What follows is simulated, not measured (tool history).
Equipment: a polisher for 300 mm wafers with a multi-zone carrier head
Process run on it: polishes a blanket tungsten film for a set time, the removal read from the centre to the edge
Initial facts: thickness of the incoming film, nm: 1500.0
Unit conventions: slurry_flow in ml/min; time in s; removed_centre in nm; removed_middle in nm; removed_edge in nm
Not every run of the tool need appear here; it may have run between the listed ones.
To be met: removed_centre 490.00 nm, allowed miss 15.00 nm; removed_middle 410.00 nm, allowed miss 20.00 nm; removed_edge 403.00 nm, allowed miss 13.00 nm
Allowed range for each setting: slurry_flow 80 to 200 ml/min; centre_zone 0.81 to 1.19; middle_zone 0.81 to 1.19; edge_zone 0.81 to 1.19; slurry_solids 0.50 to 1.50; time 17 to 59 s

Run 1, day 0.000: slurry_flow 130 ml/min, centre_zone 1.00, middle_zone 1.00, edge_zone 1.00, slurry_solids 1.00, time 38 s. Result: removed_centre 266.15 nm, removed_middle 269.66 nm, removed_edge 265.47 nm.
Run 2, day 0.171: slurry_flow 140 ml/min, centre_zone 1.04, middle_zone 1.01, edge_zone 1.02, slurry_solids 1.10, time 40 s. Result: removed_centre 301.72 nm, removed_middle 299.69 nm, removed_edge 285.11 nm.
Run 3, day 0.329: slurry_flow 145 ml/min, centre_zone 1.07, middle_zone 0.99, edge_zone 1.04, slurry_solids 1.20, time 42 s. Result: removed_centre 335.98 nm, removed_middle 307.18 nm, removed_edge 318.86 nm.
Run 4, day 0.592: slurry_flow 155 ml/min, centre_zone 1.10, middle_zone 1.01, edge_zone 1.04, slurry_solids 1.25, time 43 s. Result: removed_centre 360.17 nm, removed_middle 332.63 nm, removed_edge 328.74 nm.
Run 5, day 0.829: slurry_flow 160 ml/min, centre_zone 1.12, middle_zone 1.01, edge_zone 1.04, slurry_solids 1.30, time 44 s. Result: removed_centre 382.48 nm, removed_middle 341.17 nm, removed_edge 336.97 nm.
Run 6, day 1.025: slurry_flow 165 ml/min, centre_zone 1.14, middle_zone 1.01, edge_zone 1.05, slurry_solids 1.35, time 45 s. Result: removed_centre 402.40 nm, removed_middle 365.66 nm, removed_edge 357.71 nm.
Run 7, day 1.071: slurry_flow 170 ml/min, centre_zone 1.15, middle_zone 1.00, edge_zone 1.04, slurry_solids 1.40, time 46 s. Result: removed_centre 418.50 nm, removed_middle 363.62 nm, removed_edge 357.88 nm.
Run 8, day 1.362: slurry_flow 175 ml/min, centre_zone 1.16, middle_zone 1.00, edge_zone 1.04, slurry_solids 1.40, time 47 s. Result: removed_centre 439.41 nm, removed_middle 380.19 nm, removed_edge 374.81 nm.
Run 9, day 1.679: slurry_flow 180 ml/min, centre_zone 1.17, middle_zone 1.00, edge_zone 1.04, slurry_solids 1.40, time 47 s. Result: removed_centre 431.91 nm, removed_middle 389.17 nm, removed_edge 378.98 nm.
Run 10, day 1.908: slurry_flow 175 ml/min, centre_zone 1.17, middle_zone 1.01, edge_zone 1.05, slurry_solids 1.40, time 48 s. Result: removed_centre 445.32 nm, removed_middle 386.12 nm, removed_edge 389.15 nm.
Run 11, day 2.246: slurry_flow 175 ml/min, centre_zone 1.17, middle_zone 1.00, edge_zone 1.04, slurry_solids 1.40, time 49 s. Result: removed_centre 456.06 nm, removed_middle 392.56 nm, removed_edge 389.12 nm.
Run 12, day 2.488: slurry_flow 175 ml/min, centre_zone 1.17, middle_zone 1.00, edge_zone 1.04, slurry_solids 1.40, time 49 s. Result: removed_centre 457.27 nm, removed_middle 395.81 nm, removed_edge 393.19 nm.
Run 13, day 2.783: slurry_flow 175 ml/min, centre_zone 1.17, middle_zone 1.00, edge_zone 1.03, slurry_solids 1.40, time 49 s. Result: removed_centre 457.62 nm, removed_middle 395.27 nm, removed_edge 389.59 nm.
Run 14, day 2.946: slurry_flow 175 ml/min, centre_zone 1.18, middle_zone 0.99, edge_zone 1.02, slurry_solids 1.45, time 50 s. Result: removed_centre 470.15 nm, removed_middle 397.32 nm, removed_edge 397.76 nm.
Run 15, day 3.229: slurry_flow 175 ml/min, centre_zone 1.18, middle_zone 0.99, edge_zone 1.01, slurry_solids 1.45, time 50 s. Result: removed_centre 467.43 nm, removed_middle 393.68 nm, removed_edge 399.42 nm.

Exactly one of the 5 candidate moves below puts every result within its allowed miss. Which one?
Run A, day 3.512: slurry_flow 115 ml/min, centre_zone 1.11, middle_zone 0.82, edge_zone 0.94, slurry_solids 1.50, time 53 s. Result: removed_centre ?, removed_middle ?, removed_edge ?.
Run B, day 3.512: slurry_flow 110 ml/min, centre_zone 1.10, middle_zone 0.83, edge_zone 1.08, slurry_solids 1.50, time 53 s. Result: removed_centre ?, removed_middle ?, removed_edge ?.
Run C, day 3.512: slurry_flow 145 ml/min, centre_zone 1.09, middle_zone 0.90, edge_zone 1.00, slurry_solids 1.40, time 52 s. Result: removed_centre ?, removed_middle ?, removed_edge ?.
Run D, day 3.512: slurry_flow 190 ml/min, centre_zone 1.19, middle_zone 0.98, edge_zone 0.98, slurry_solids 1.50, time 50 s. Result: removed_centre ?, removed_middle ?, removed_edge ?.
Run E, day 3.512: slurry_flow 165 ml/min, centre_zone 1.13, middle_zone 0.83, edge_zone 1.01, slurry_solids 1.50, time 51 s. Result: removed_centre ?, removed_middle ?, removed_edge ?.

move  removed_centre  removed_middle  removed_edge
   A          434.02          349.61        389.58
   B          425.63          348.76        412.31
   C          436.32          377.90        399.75
   D          483.33          410.82        399.94
   E          460.03          364.56        407.60
A: lands further from the targets than the last run did
B: lands further from the targets than the last run did
C: lands further from the targets than the last run did
D: hits every target within its allowed miss
E: lands further from the targets than the last run did
Move D is the one to make.
